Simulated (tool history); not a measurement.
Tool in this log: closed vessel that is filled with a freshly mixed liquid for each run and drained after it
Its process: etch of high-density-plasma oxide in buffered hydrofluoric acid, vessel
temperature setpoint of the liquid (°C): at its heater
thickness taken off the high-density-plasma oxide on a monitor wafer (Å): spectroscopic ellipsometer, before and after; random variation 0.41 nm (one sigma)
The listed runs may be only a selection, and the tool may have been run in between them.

run  hour  temperature setpoint of the liquid (°C)  parts of 40 % ammonium fluoride to one part of 49 % hydrofluoric acid (parts by volume)  time in the liquid (s)  thickness taken off the high-density-plasma oxide on a monitor wafer (Å)
  1     0                                       21                                                                                      9.5                      30                                                                    529.39
  2     6                                     24.5                                                                                      9.5                      30                                                                    641.28
  3    14                                     24.5                                                                                      9.5                      30                                                                    646.03
  4  23.2                                       25                                                                                      9.5                      30                                                                     658.5
  5  27.5                                       25                                                                                      8.5                      30                                                                    727.12
  6  33.1                                     21.5                                                                                      8.5                      30                                                                    599.52

The next listed run, before its measurement:
  7  38.9                                       22                                                                                      8.5                      30                                                                         ?

thickness taken off the high-density-plasma oxide on a monitor wafer (Å): 616.16

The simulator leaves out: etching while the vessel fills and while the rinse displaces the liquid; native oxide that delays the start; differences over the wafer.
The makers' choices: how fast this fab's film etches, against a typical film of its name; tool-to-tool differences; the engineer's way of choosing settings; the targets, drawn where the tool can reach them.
